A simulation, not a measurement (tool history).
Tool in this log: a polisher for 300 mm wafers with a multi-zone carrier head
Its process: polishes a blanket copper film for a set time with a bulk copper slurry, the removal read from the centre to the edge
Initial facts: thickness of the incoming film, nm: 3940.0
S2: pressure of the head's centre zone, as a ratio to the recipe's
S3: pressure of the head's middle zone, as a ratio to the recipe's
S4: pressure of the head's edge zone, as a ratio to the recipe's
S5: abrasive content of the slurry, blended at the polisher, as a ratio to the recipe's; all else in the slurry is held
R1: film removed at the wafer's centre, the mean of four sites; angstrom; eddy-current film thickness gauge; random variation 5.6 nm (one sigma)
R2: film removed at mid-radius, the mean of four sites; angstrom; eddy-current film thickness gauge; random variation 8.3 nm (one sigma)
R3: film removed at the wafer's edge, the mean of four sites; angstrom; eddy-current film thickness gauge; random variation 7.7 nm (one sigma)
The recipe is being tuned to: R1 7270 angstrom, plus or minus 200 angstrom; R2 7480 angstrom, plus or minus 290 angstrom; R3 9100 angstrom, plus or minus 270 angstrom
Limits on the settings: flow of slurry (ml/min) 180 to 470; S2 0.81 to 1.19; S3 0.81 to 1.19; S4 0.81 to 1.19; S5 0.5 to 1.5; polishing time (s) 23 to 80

run 1 day=0 | flow_of_slurry_(ml/min)=300 S2=1 S3=1 S4=1 S5=1 polishing_time_(s)=51 | R1=5865.6 R2=6029 R3=5963.3
run 2 day=0.212 | flow_of_slurry_(ml/min)=300 S2=1 S3=1 S4=0.96 S5=1 polishing_time_(s)=51 | R1=5888.6 R2=6009.3 R3=5788.6
run 3 day=0.558 | flow_of_slurry_(ml/min)=300 S2=0.99 S3=0.98 S4=0.99 S5=1.05 polishing_time_(s)=53 | R1=6113.6 R2=6205.9 R3=6105
run 4 day=0.729 | flow_of_slurry_(ml/min)=300 S2=0.99 S3=0.95 S4=0.99 S5=1.05 polishing_time_(s)=53 | R1=6141.5 R2=6052.5 R3=6180.9
run 5 day=1.05 | flow_of_slurry_(ml/min)=300 S2=0.95 S3=0.95 S4=0.99 S5=1.05 polishing_time_(s)=53 | R1=5938.5 R2=6003.4 R3=6173.6
run 6 day=1.362 | flow_of_slurry_(ml/min)=300 S2=0.93 S3=0.94 S4=1.02 S5=1.1 polishing_time_(s)=55 | R1=6030 R2=6284.7 R3=6504.8
run 7 day=1.462 | flow_of_slurry_(ml/min)=295 S2=0.92 S3=0.92 S4=1.05 S5=1.15 polishing_time_(s)=57 | R1=6243.2 R2=6470.6 R3=6882.6
run 8 day=1.775 | flow_of_slurry_(ml/min)=295 S2=0.91 S3=0.9 S4=1.07 S5=1.2 polishing_time_(s)=59 | R1=6493.8 R2=6486.9 R3=7314.7
run 9 day=1.983 | flow_of_slurry_(ml/min)=300 S2=0.9 S3=0.9 S4=1.09 S5=1.25 polishing_time_(s)=60 | R1=6655.6 R2=6753.8 R3=7556.2
run 10 day=2.171 | flow_of_slurry_(ml/min)=300 S2=0.89 S3=0.89 S4=1.1 S5=1.3 polishing_time_(s)=61 | R1=6735.4 R2=6968.7 R3=7833.3
run 11 day=2.333 | flow_of_slurry_(ml/min)=305 S2=0.88 S3=0.88 S4=1.11 S5=1.35 polishing_time_(s)=62 | R1=6719.2 R2=7175.9 R3=8035.8
run 12 day=2.383 | flow_of_slurry_(ml/min)=305 S2=0.88 S3=0.87 S4=1.12 S5=1.35 polishing_time_(s)=63 | R1=6856.8 R2=7236.2 R3=8279.1
run 13 day=2.529 | flow_of_slurry_(ml/min)=310 S2=0.88 S3=0.86 S4=1.13 S5=1.35 polishing_time_(s)=63 | R1=7006.3 R2=7045.6 R3=8365
run 14 day=2.838 | flow_of_slurry_(ml/min)=350 S2=0.85 S3=0.88 S4=1.19 S5=1.5 polishing_time_(s)=64 | R1=7061.9 R2=7639.6 R3=8910.6
run 15 day=2.904 | flow_of_slurry_(ml/min)=350 S2=0.85 S3=0.87 S4=1.19 S5=1.5 polishing_time_(s)=64 | R1=7019.4 R2=7361 R3=8963.1

Exercise: of the 4 proposed moves below, exactly one satisfies all targets within the stated allowed misses. Which move is it?
run A day=2.971 | flow_of_slurry_(ml/min)=310 S2=0.82 S3=0.89 S4=1.17 S5=1.5 polishing_time_(s)=65 | R1=? R2=? R3=?
run B day=2.971 | flow_of_slurry_(ml/min)=260 S2=0.88 S3=0.87 S4=1.19 S5=1.5 polishing_time_(s)=66 | R1=? R2=? R3=?
run C day=2.971 | flow_of_slurry_(ml/min)=365 S2=0.85 S3=0.93 S4=1.13 S5=1.5 polishing_time_(s)=63 | R1=? R2=? R3=?
run D day=2.971 | flow_of_slurry_(ml/min)=305 S2=0.81 S3=0.86 S4=1.19 S5=1.5 polishing_time_(s)=66 | R1=? R2=? R3=?

move=A R1=6723.2 R2=7639 R3=8929.6
move=B R1=7188.6 R2=7491.7 R3=9041.7
move=C R1=6846.7 R2=7777.8 R3=8580.4
move=D R1=6733.8 R2=7529.8 R3=9141.8
A: its largest miss is bigger than the last run's
B: all results in spec
C: its largest miss is bigger than the last run's
D: its largest miss is bigger than the last run's
The right move is B.

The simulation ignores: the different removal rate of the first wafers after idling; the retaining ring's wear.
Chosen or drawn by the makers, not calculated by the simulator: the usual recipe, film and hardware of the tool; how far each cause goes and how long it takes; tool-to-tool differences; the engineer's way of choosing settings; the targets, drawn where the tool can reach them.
